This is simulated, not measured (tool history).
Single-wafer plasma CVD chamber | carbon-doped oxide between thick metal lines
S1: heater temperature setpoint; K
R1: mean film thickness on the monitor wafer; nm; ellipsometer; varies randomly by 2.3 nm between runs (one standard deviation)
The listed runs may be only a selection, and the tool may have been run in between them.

{"run": 1, "hour": 0.0, "S1": 633.15, "chamber pressure (mTorr)": 4980, "RF power (W)": 515, "deposition time (s)": 147, "R1": 683.9}
{"run": 2, "hour": 3.8, "S1": 634.15, "chamber pressure (mTorr)": 4810, "RF power (W)": 495, "deposition time (s)": 146, "R1": 650.34}
{"run": 3, "hour": 11.8, "S1": 635.15, "chamber pressure (mTorr)": 4570, "RF power (W)": 485, "deposition time (s)": 146, "R1": 632.49}
{"run": 4, "hour": 14.1, "S1": 636.15, "chamber pressure (mTorr)": 4340, "RF power (W)": 480, "deposition time (s)": 146, "R1": 621.42}
{"run": 5, "hour": 20.4, "S1": 637.15, "chamber pressure (mTorr)": 4150, "RF power (W)": 475, "deposition time (s)": 146, "R1": 604.71}
{"run": 6, "hour": 22.3, "S1": 637.15, "chamber pressure (mTorr)": 4150, "RF power (W)": 475, "deposition time (s)": 140, "R1": 579.27}
{"run": 7, "hour": 27.4, "S1": 638.15, "chamber pressure (mTorr)": 4080, "RF power (W)": 475, "deposition time (s)": 140, "R1": 579.71}
{"run": 8, "hour": 34.2, "S1": 639.15, "chamber pressure (mTorr)": 4000, "RF power (W)": 475, "deposition time (s)": 140, "R1": 575.79}
{"run": 9, "hour": 38.5, "S1": 640.15, "chamber pressure (mTorr)": 3930, "RF power (W)": 475, "deposition time (s)": 140, "R1": 574.19}
{"run": 10, "hour": 44.4, "S1": 640.15, "chamber pressure (mTorr)": 3840, "RF power (W)": 475, "deposition time (s)": 140, "R1": 569.92}
{"run": 11, "hour": 46.4, "S1": 641.15, "chamber pressure (mTorr)": 3770, "RF power (W)": 475, "deposition time (s)": 140, "R1": 569.71}
{"hour": 50.9, "done": "RF generator calibrated"}
{"run": 12, "hour": 50.9, "S1": 641.15, "chamber pressure (mTorr)": 3690, "RF power (W)": 475, "deposition time (s)": 140, "R1": 601.7}

Run 13 comes next. What will it give?
{"run": 13, "hour": 56.8, "S1": 641.15, "chamber pressure (mTorr)": 3690, "RF power (W)": 475, "deposition time (s)": 140, "R1": "?"}

{"run 13": {"R1": 602.77}}
